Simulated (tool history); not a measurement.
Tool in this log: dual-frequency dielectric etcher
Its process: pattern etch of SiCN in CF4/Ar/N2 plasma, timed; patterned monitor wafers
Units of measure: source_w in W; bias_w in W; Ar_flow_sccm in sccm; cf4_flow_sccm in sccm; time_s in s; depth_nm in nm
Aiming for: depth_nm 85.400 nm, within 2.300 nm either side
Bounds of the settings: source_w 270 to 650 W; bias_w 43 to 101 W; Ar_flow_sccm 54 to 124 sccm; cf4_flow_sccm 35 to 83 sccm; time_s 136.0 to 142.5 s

run 1 day=0.000 | source_w=460 bias_w=72 Ar_flow_sccm=89 cf4_flow_sccm=59 time_s=136.0 | depth_nm=114.500
run 2 day=0.046 | source_w=460 bias_w=59 Ar_flow_sccm=89 cf4_flow_sccm=59 time_s=136.0 | depth_nm=109.930
run 3 day=0.125 | source_w=440 bias_w=58 Ar_flow_sccm=89 cf4_flow_sccm=59 time_s=136.0 | depth_nm=104.280
run 4 day=0.212 | source_w=440 bias_w=58 Ar_flow_sccm=89 cf4_flow_sccm=59 time_s=142.5 | depth_nm=110.060
run 5 day=0.525 | source_w=420 bias_w=58 Ar_flow_sccm=89 cf4_flow_sccm=59 time_s=142.5 | depth_nm=104.140
run 6 day=0.704 | source_w=400 bias_w=58 Ar_flow_sccm=89 cf4_flow_sccm=59 time_s=142.5 | depth_nm=98.779
run 7 day=1.071 | source_w=390 bias_w=58 Ar_flow_sccm=89 cf4_flow_sccm=59 time_s=142.5 | depth_nm=96.365
run 8 day=1.167 | source_w=380 bias_w=58 Ar_flow_sccm=89 cf4_flow_sccm=59 time_s=142.5 | depth_nm=94.255
run 9 day=1.371 | source_w=380 bias_w=58 Ar_flow_sccm=89 cf4_flow_sccm=59 time_s=142.5 | depth_nm=94.593
run 10 day=1.554 | source_w=370 bias_w=58 Ar_flow_sccm=89 cf4_flow_sccm=59 time_s=142.5 | depth_nm=91.694

Which single option among these 4 for the next run brings every result within its allowed miss of target? Just one does.
run A day=1.738 | source_w=350 bias_w=57 Ar_flow_sccm=85 cf4_flow_sccm=69 time_s=136.0 | depth_nm=?
run B day=1.738 | source_w=390 bias_w=57 Ar_flow_sccm=84 cf4_flow_sccm=57 time_s=140.5 | depth_nm=?
run C day=1.738 | source_w=380 bias_w=58 Ar_flow_sccm=86 cf4_flow_sccm=55 time_s=140.0 | depth_nm=?
run D day=1.738 | source_w=360 bias_w=56 Ar_flow_sccm=77 cf4_flow_sccm=59 time_s=142.5 | depth_nm=?

move=A depth_nm=85.053
move=B depth_nm=94.727
move=C depth_nm=91.303
move=D depth_nm=89.926
A: each result inside its tolerance
B: moves away from the targets compared with the last run
C: better than the last run, though not everything is in spec
D: better than the last run, though not everything is in spec
The right move is A.

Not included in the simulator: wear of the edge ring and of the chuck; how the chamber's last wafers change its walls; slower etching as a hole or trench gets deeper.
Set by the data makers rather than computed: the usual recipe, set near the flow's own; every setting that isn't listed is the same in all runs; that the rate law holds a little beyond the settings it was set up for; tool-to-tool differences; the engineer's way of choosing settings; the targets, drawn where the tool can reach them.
